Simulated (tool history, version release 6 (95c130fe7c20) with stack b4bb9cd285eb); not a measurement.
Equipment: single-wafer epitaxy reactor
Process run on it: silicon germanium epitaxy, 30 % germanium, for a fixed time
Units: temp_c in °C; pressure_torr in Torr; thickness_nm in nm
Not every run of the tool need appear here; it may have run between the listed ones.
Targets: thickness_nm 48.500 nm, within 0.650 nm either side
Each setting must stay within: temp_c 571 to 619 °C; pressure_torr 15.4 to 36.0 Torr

run  hour  temp_c  pressure_torr  thickness_nm
  1   0.0     595           25.7        64.747
  2   4.2     603           25.7        75.747
  3   9.7     603           29.9        80.637
  4  16.9     596           29.8        69.445
  5  17.5     592           29.7        63.963
  6  24.4     592           25.2        59.788
  7  30.6     580           25.0        46.418
  8  38.0     583           25.0        49.375

Below are 5 possible settings for the next run. Only one of them brings all results inside the allowed miss of their targets. Which is it?
  A  45.4     585           23.4             ?
  B  45.4     585           18.7             ?
  C  45.4     582           27.9             ?
  D  45.4     584           25.4             ?
  E  45.4     584           22.6             ?

move  thickness_nm
   A        50.670
   B        46.981
   C        50.462
   D        51.007
   E        48.998
A: moves away from the targets compared with the last run
B: carries the result that was furthest off beyond its target, to the other side
C: moves away from the targets compared with the last run
D: moves away from the targets compared with the last run
E: every result within its allowed miss
So the answer is move E, the one that meets all the targets.

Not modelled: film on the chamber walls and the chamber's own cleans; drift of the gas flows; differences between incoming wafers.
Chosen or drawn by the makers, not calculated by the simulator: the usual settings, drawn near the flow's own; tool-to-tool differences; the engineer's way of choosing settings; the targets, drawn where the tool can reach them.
